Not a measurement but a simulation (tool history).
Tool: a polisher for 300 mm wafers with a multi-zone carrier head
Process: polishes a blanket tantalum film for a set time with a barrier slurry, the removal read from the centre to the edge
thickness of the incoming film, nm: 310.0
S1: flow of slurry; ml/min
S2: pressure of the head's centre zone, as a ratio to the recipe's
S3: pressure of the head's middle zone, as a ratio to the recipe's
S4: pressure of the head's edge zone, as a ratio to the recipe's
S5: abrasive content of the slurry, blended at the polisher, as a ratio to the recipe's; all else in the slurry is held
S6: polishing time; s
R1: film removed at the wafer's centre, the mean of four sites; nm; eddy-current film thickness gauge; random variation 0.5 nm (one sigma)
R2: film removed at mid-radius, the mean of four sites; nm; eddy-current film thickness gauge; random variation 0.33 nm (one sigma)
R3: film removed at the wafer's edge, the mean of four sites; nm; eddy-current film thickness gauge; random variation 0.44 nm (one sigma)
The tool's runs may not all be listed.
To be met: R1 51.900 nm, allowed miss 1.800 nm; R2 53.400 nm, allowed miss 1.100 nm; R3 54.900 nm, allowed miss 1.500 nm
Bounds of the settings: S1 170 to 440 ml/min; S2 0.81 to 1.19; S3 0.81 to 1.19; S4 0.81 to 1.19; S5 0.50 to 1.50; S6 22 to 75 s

{"run": 1, "day": 0.0, "S1": 280, "S2": 1.0, "S3": 1.0, "S4": 1.0, "S5": 1.0, "S6": 48, "R1": 106.08, "R2": 112.81, "R3": 109.05}
{"run": 2, "day": 0.117, "S1": 275, "S2": 0.99, "S3": 0.98, "S4": 0.98, "S5": 0.95, "S6": 46, "R1": 98.193, "R2": 104.05, "R3": 101.87}
{"run": 3, "day": 0.2, "S1": 275, "S2": 1.03, "S3": 0.98, "S4": 0.98, "S5": 0.95, "S6": 46, "R1": 101.14, "R2": 103.4, "R3": 101.9}
{"run": 4, "day": 0.258, "S1": 270, "S2": 1.02, "S3": 0.97, "S4": 0.97, "S5": 0.9, "S6": 44, "R1": 93.416, "R2": 97.873, "R3": 94.313}
{"run": 5, "day": 0.558, "S1": 270, "S2": 1.02, "S3": 0.97, "S4": 0.97, "S5": 0.9, "S6": 34, "R1": 74.289, "R2": 74.882, "R3": 73.884}
{"run": 6, "day": 0.867, "S1": 270, "S2": 1.02, "S3": 1.01, "S4": 0.97, "S5": 0.9, "S6": 34, "R1": 74.057, "R2": 77.885, "R3": 74.509}
{"run": 7, "day": 1.075, "S1": 265, "S2": 1.01, "S3": 0.99, "S4": 0.96, "S5": 0.85, "S6": 34, "R1": 71.339, "R2": 75.309, "R3": 72.793}
{"run": 8, "day": 1.358, "S1": 260, "S2": 1.01, "S3": 0.97, "S4": 0.95, "S5": 0.8, "S6": 34, "R1": 70.851, "R2": 72.086, "R3": 68.972}
{"run": 9, "day": 1.688, "S1": 255, "S2": 0.99, "S3": 0.95, "S4": 0.95, "S5": 0.75, "S6": 34, "R1": 66.708, "R2": 69.959, "R3": 69.862}
{"run": 10, "day": 1.729, "S1": 250, "S2": 0.99, "S3": 0.94, "S4": 0.94, "S5": 0.7, "S6": 34, "R1": 65.674, "R2": 68.13, "R3": 66.299}
{"run": 11, "day": 1.862, "S1": 245, "S2": 0.98, "S3": 0.93, "S4": 0.94, "S5": 0.7, "S6": 34, "R1": 64.134, "R2": 67.187, "R3": 66.967}
{"run": 12, "day": 1.992, "S1": 240, "S2": 0.98, "S3": 0.92, "S4": 0.93, "S5": 0.7, "S6": 34, "R1": 64.822, "R2": 66.064, "R3": 66.576}
{"run": 13, "day": 2.062, "S1": 240, "S2": 0.97, "S3": 0.91, "S4": 0.92, "S5": 0.7, "S6": 34, "R1": 63.744, "R2": 65.611, "R3": 66.115}
{"run": 14, "day": 2.296, "S1": 215, "S2": 0.91, "S3": 0.81, "S4": 0.82, "S5": 0.5, "S6": 30, "R1": 46.189, "R2": 46.54, "R3": 48.632}
{"run": 15, "day": 2.496, "S1": 230, "S2": 0.91, "S3": 0.82, "S4": 0.83, "S5": 0.5, "S6": 30, "R1": 46.528, "R2": 47.089, "R3": 49.596}
{"run": 16, "day": 2.762, "S1": 235, "S2": 0.91, "S3": 0.83, "S4": 0.84, "S5": 0.5, "S6": 30, "R1": 46.567, "R2": 48.368, "R3": 49.798}
{"run": 17, "day": 2.892, "S1": 315, "S2": 0.97, "S3": 0.85, "S4": 0.94, "S5": 0.55, "S6": 30, "R1": 52.683, "R2": 51.884, "R3": 55.06}

4 next moves are on the table. One of them brings every result within its allowed miss. Which?
{"run": "A", "day": 3.021, "S1": 335, "S2": 1.0, "S3": 0.85, "S4": 0.91, "S5": 0.6, "S6": 29, "R1": "?", "R2": "?", "R3": "?"}
{"run": "B", "day": 3.021, "S1": 360, "S2": 0.97, "S3": 0.92, "S4": 0.99, "S5": 0.5, "S6": 30, "R1": "?", "R2": "?", "R3": "?"}
{"run": "C", "day": 3.021, "S1": 375, "S2": 0.9, "S3": 0.81, "S4": 0.93, "S5": 0.5, "S6": 31, "R1": "?", "R2": "?", "R3": "?"}
{"run": "D", "day": 3.021, "S1": 285, "S2": 0.93, "S3": 0.83, "S4": 1.0, "S5": 0.55, "S6": 30, "R1": "?", "R2": "?", "R3": "?"}

move=A R1=54.890 R2=51.715 R3=54.205
move=B R1=51.848 R2=53.730 R3=54.765
move=C R1=49.788 R2=50.149 R3=55.135
move=D R1=50.509 R2=50.290 R3=56.355
A: further off than the last run
B: meets every target
C: further off than the last run
D: further off than the last run
The right move is B.
